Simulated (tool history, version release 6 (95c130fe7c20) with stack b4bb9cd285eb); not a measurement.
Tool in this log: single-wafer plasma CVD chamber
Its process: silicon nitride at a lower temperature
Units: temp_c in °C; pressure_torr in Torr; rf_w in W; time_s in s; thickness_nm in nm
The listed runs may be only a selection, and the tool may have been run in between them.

Run 1, hour 0: temp_c 325 °C, pressure_torr 1.74 Torr, rf_w 400 W, time_s 18.4 s. Result: thickness_nm 26.593 nm.
Run 2, hour 2.8: temp_c 325 °C, pressure_torr 1.9 Torr, rf_w 400 W, time_s 18.4 s. Result: thickness_nm 27.373 nm.
Run 3, hour 5.1: temp_c 325 °C, pressure_torr 1.95 Torr, rf_w 400 W, time_s 18.4 s. Result: thickness_nm 27.467 nm.
Run 4, hour 11.9: temp_c 325 °C, pressure_torr 2 Torr, rf_w 400 W, time_s 18.4 s. Result: thickness_nm 27.878 nm.
Run 5, hour 12.7: temp_c 325 °C, pressure_torr 2.03 Torr, rf_w 400 W, time_s 18.4 s. Result: thickness_nm 28.004 nm.
Run 6, hour 19.5: temp_c 331 °C, pressure_torr 2.03 Torr, rf_w 400 W, time_s 18.4 s. Result: thickness_nm 27.776 nm.
Run 7, hour 26.7: temp_c 331 °C, pressure_torr 2.07 Torr, rf_w 400 W, time_s 18.4 s. Result: thickness_nm 28.08 nm.

Run 8 has not been measured yet. What should we expect?
Run 8, hour 33.1: temp_c 331 °C, pressure_torr 2.07 Torr, rf_w 400 W, time_s 18.4 s. Result: thickness_nm ?.

Run 8 measured thickness_nm 28.025 nm.
